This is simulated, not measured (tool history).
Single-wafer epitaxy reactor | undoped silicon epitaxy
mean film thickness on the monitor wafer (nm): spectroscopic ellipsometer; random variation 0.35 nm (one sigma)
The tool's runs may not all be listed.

| run | hour | wafer temperature setpoint (pyrometer-controlled) (K) | deposition time (s) | mean film thickness on the monitor wafer (nm) |
|---|---|---|---|---|
| 1 | 0 | 943.15 | 299 | 74.805 |
| 2 | 2.8 | 943.15 | 341 | 85.86 |
| 3 | 7.4 | 943.15 | 357 | 89.92 |
| 4 | 16.4 | 943.15 | 342 | 86.351 |
| 5 | 21.3 | 946.15 | 342 | 91.772 |
| 6 | 25.6 | 946.15 | 302 | 80.797 |

Forecast run 7:
| 7 | 32.5 | 949.15 | 302 | ? |

Run 7 gave mean film thickness on the monitor wafer (nm) 85.38.
